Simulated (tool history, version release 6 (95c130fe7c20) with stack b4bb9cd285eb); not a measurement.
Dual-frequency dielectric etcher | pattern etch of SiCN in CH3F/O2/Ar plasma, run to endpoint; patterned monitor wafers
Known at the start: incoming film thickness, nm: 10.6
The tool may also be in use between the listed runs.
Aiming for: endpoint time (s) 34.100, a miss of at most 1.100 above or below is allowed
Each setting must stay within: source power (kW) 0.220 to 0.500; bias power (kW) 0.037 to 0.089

| run | hour | source power (kW) | bias power (kW) | endpoint time (s) |
|---|---|---|---|---|
| 1 | 0.0 | 0.360 | 0.063 | 29.171 |
| 2 | 3.0 | 0.420 | 0.063 | 26.893 |
| 3 | 7.8 | 0.390 | 0.063 | 27.883 |
| 4 | 10.7 | 0.350 | 0.060 | 30.648 |
| 5 | 15.4 | 0.330 | 0.059 | 31.450 |
| 6 | 23.5 | 0.360 | 0.059 | 29.882 |
| 7 | 27.7 | 0.340 | 0.058 | 31.835 |
| 8 | 33.0 | 0.330 | 0.058 | 31.925 |
| 9 | 40.1 | 0.320 | 0.057 | 32.786 |

Which one of the following 5 next-run settings gets every result inside its allowed miss? There is exactly one.
| A | 47.2 | 0.310 | 0.063 | ? |
| B | 47.2 | 0.330 | 0.057 | ? |
| C | 47.2 | 0.300 | 0.062 | ? |
| D | 47.2 | 0.420 | 0.042 | ? |
| E | 47.2 | 0.340 | 0.058 | ? |

| move | endpoint time (s) |
|---|---|
| A | 31.389 |
| B | 32.240 |
| C | 32.179 |
| D | 34.443 |
| E | 31.470 |
A: further off than the last run
B: further off than the last run
C: further off than the last run
D: every result lands within tolerance
E: further off than the last run
D meets every target.

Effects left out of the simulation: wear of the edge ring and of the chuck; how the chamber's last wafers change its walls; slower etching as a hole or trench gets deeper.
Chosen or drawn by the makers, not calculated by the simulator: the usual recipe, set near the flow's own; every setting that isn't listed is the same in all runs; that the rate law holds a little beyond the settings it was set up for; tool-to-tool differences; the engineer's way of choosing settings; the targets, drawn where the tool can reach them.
